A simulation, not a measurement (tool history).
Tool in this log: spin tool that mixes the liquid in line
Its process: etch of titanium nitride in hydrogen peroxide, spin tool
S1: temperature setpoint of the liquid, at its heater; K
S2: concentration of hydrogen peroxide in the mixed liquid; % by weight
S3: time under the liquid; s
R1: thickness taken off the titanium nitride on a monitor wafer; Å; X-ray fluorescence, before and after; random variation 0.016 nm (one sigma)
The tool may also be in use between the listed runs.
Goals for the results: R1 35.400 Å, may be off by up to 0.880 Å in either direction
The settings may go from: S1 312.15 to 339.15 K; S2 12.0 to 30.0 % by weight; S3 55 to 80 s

| run | hour | S1 | S2 | S3 | R1 |
|---|---|---|---|---|---|
| 1 | 0.0 | 328.15 | 20.5 | 80 | 27.993 |
| 2 | 6.0 | 329.15 | 20.5 | 80 | 29.983 |
| 3 | 8.7 | 329.15 | 20.5 | 55 | 20.715 |
| 4 | 12.7 | 332.15 | 20.5 | 55 | 25.592 |
| 5 | 19.6 | 327.15 | 20.5 | 55 | 17.919 |
| 6 | 21.1 | 330.15 | 20.5 | 55 | 22.143 |
| 7 | 21.6 | 332.65 | 20.5 | 55 | 26.538 |
| 8 | 26.0 | 334.15 | 20.5 | 55 | 29.017 |
| 9 | 30.3 | 335.15 | 20.5 | 55 | 31.111 |

Exercise: of the 4 proposed moves below, exactly one satisfies all targets within the stated allowed misses. Which move is it?
| A | 34.6 | 332.65 | 20.0 | 75 | ? |
| B | 34.6 | 332.65 | 22.5 | 55 | ? |
| C | 34.6 | 331.15 | 14.5 | 75 | ? |
| D | 34.6 | 332.65 | 21.0 | 80 | ? |

| move | R1 |
|---|---|
| A | 35.859 |
| B | 26.972 |
| C | 30.226 |
| D | 38.653 |
A: each result inside its tolerance
B: further off than the last run
C: further off than the last run
D: takes the result that was furthest off past its target
So the answer is move A, the one that meets all the targets.
